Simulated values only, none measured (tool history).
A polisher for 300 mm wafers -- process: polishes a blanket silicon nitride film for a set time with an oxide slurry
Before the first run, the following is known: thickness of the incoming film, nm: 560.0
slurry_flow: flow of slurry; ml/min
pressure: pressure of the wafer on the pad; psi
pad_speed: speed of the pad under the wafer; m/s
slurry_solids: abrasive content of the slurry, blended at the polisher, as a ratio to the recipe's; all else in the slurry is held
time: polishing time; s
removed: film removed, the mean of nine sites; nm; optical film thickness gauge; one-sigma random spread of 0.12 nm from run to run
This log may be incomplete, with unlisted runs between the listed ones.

run,day,slurry_flow,pressure,pad_speed,slurry_solids,time,removed
1,0.000,210,2.6,1.14,1.0,53,26.217
2,0.125,200,2.3,1.14,1.0,53,23.135
3,0.388,190,2.1,1.14,1.0,53,21.001
4,0.446,180,2.0,1.14,1.0,53,20.063
5,0.708,170,1.9,1.14,1.0,53,18.742
6,0.850,170,1.4,1.14,1.0,53,14.011

Run 7 is up next; what results do you expect?
7,0.900,170,1.5,1.14,1.0,53,?

Run 7 gave removed 14.918 nm.
